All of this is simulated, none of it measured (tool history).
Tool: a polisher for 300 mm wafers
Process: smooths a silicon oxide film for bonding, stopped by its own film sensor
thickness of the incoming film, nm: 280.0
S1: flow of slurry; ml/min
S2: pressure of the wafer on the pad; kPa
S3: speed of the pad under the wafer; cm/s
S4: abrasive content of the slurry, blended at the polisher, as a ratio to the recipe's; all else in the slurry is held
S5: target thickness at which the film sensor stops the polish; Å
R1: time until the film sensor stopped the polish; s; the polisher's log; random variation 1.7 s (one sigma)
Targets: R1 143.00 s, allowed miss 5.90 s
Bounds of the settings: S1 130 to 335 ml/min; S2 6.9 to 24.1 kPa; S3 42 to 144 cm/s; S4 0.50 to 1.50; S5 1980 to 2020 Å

run	day	S1	S2	S3	S4	S5	R1
1	0.000	215	15.2	92	1.00	2020	105.02
2	0.225	215	13.8	92	1.00	2020	115.19
3	0.479	215	13.1	92	1.00	2020	118.82
4	0.796	215	13.1	92	0.85	2020	130.49
5	0.962	215	13.1	92	1.00	2020	120.79
6	1.333	215	12.4	92	1.00	2020	123.88
7	1.546	215	11.7	92	1.00	2020	128.07
8	1.888	215	11.0	92	1.00	2020	134.31

4 next moves are on the table. One of them brings every result within its allowed miss. Which?
A	2.229	220	7.6	116	1.25	2020	?
B	2.229	200	12.4	80	0.90	1980	?
C	2.229	230	10.3	82	1.20	2010	?
D	2.229	180	9.7	88	0.95	2010	?

move	R1
A	131.15
B	152.94
C	143.07
D	161.75
A: further off than the last run
B: takes the result that was furthest off past its target
C: meets every target
D: takes the result that was furthest off past its target
Move C is the one to make.
